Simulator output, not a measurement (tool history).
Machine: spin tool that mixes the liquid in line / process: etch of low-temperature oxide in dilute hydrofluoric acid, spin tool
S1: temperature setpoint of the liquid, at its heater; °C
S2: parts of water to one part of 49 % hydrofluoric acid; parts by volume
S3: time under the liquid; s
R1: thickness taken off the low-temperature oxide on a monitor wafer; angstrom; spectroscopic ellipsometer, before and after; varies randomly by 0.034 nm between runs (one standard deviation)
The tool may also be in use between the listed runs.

| run | hour | S1 | S2 | S3 | R1 |
|---|---|---|---|---|---|
| 1 | 0.0 | 25.0 | 175 | 100 | 124.030 |
| 2 | 0.8 | 25.0 | 130 | 100 | 176.000 |
| 3 | 3.9 | 25.0 | 105 | 100 | 223.450 |
| 4 | 4.5 | 22.5 | 130 | 100 | 159.500 |
| 5 | 8.1 | 21.0 | 145 | 100 | 133.650 |
| 6 | 11.8 | 21.0 | 190 | 100 | 96.856 |

Run 7 has not been measured yet. What should we expect?
| 7 | 20.5 | 20.0 | 190 | 100 | ? |

{"run 7": {"R1": 92.83}}
